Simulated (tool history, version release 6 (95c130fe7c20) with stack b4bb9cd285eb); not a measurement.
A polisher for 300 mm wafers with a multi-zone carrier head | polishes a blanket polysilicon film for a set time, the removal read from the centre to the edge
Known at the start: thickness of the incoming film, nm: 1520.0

run  hour  flow of slurry (ml/min)  pressure of the head's centre zone  pressure of the head's middle zone  pressure of the head's edge zone  polishing time (s)  film removed at the wafer's centre (angstrom)  film removed at mid-radius (angstrom)  film removed at the wafer's edge (angstrom)
  1   0.0                      275                                1.00                                1.00                              1.00                  55                                         3238.2                                 3093.6                                       3374.9
  2   5.9                      280                                0.99                                0.99                              1.03                  56                                         3264.4                                 3171.6                                       3484.9
  3  10.6                      275                                0.99                                0.96                              1.06                  57                                         3278.8                                 3119.0                                       3578.9
  4  15.7                      275                                0.99                                0.94                              1.08                  58                                         3379.4                                 3113.6                                       3645.1
  5  24.0                      210                                0.99                                0.94                              1.08                  58                                         3195.2                                 2990.4                                       3549.6
  6  29.8                      220                                0.98                                0.93                              1.10                  59                                         3318.2                                 3035.0                                       3741.8
  7  38.7                      225                                0.98                                0.93                              1.12                  59                                         3259.6                                 3046.3                                       3644.8

Forecast run 8:
  8  42.5                      225                                0.97                                0.92                              1.12                  60                                              ?                                      ?                                            ?

film removed at the wafer's centre (angstrom): 3296.3
film removed at mid-radius (angstrom): 3091.4
film removed at the wafer's edge (angstrom): 3804.1

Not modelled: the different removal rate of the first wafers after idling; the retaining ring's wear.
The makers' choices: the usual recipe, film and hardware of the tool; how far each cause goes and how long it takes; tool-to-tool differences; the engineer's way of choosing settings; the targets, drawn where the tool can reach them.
